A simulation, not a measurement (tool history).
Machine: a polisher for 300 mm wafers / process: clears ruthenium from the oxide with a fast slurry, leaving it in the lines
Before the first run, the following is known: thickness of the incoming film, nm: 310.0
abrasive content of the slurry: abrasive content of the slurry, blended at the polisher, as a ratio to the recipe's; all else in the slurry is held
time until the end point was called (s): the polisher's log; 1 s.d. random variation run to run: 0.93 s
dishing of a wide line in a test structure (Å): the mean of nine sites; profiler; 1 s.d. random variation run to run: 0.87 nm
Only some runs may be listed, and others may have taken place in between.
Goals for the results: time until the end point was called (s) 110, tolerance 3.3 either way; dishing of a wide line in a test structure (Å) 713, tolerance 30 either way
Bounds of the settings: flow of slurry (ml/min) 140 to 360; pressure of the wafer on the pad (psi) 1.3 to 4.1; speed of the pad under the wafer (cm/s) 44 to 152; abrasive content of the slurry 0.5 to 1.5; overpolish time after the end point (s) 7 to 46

run    day  flow of slurry (ml/min)  pressure of the wafer on the pad (psi)  speed of the pad under the wafer (cm/s)  abrasive content of the slurry  overpolish time after the end point (s)  time until the end point was called (s)  dishing of a wide line in a test structure (Å)
  1      0                      230                                     2.7                                       98                               1                                       24                                   93.434                                          674.95
  2  0.367                      230                                     2.4                                       98                               1                                       24                                   106.58                                          595.01
  3  0.708                      230                                     2.4                                      120                               1                                       24                                   87.315                                          682.74
  4  0.996                      230                                     2.4                                      120                               1                                       33                                   87.547                                          887.61
  5  1.208                      230                                     2.4                                      120                               1                                       37                                   87.675                                          977.93
  6  1.321                      230                                     2.3                                      120                               1                                       36                                   90.626                                          933.38
  7  1.375                      225                                     1.7                                      118                               1                                       32                                   124.16                                          656.31
  8  1.433                      235                                     1.7                                      118                               1                                       32                                    122.6                                          659.22
  9  1.621                      240                                     1.7                                      118                               1                                       32                                   123.74                                          648.79
 10  1.958                      240                                     1.8                                      118                               1                                       32                                   116.44                                          707.44
 11  2.279                      245                                     1.8                                      118                               1                                       32                                   117.48                                          707.94
 12  2.529                      250                                       2                                      118                               1                                       30                                    106.3                                           700.4
 13  2.633                      245                                       2                                      118                               1                                       31                                   106.19                                          757.74
 14  2.883                      240                                       2                                      118                               1                                       31                                   104.88                                          738.69
 15  3.212                      235                                       2                                      118                               1                                       31                                   105.51                                          711.26
 16  3.496                      235                                       2                                      118                               1                                       31                                   108.15                                          750.09

Exactly one of the 5 candidate moves below puts every result within its allowed miss. Which one?
  A  3.779                      235                                       2                                      126                             0.8                                       31                                        ?                                               ?
  B  3.779                      240                                     1.7                                      128                               1                                       36                                        ?                                               ?
  C  3.779                      195                                     1.4                                      142                            1.25                                       34                                        ?                                               ?
  D  3.779                      330                                     1.9                                       98                            1.25                                       33                                        ?                                               ?
  E  3.779                      265                                     2.1                                      110                            0.85                                       33                                        ?                                               ?

move  time until the end point was called (s)  dishing of a wide line in a test structure (Å)
   A                                   109.32                                          702.27
   B                                   113.83                                          768.13
   C                                   115.46                                          724.55
   D                                   116.59                                          701.18
   E                                   113.83                                          715.28
A: hits every target within its allowed miss
B: the biggest miss grows against the last run
C: brings the result that was furthest off to its target, and leaves another outside
D: brings the result that was furthest off to its target, and leaves another outside
E: brings the result that was furthest off to its target, and leaves another outside
The move that meets every target is A.

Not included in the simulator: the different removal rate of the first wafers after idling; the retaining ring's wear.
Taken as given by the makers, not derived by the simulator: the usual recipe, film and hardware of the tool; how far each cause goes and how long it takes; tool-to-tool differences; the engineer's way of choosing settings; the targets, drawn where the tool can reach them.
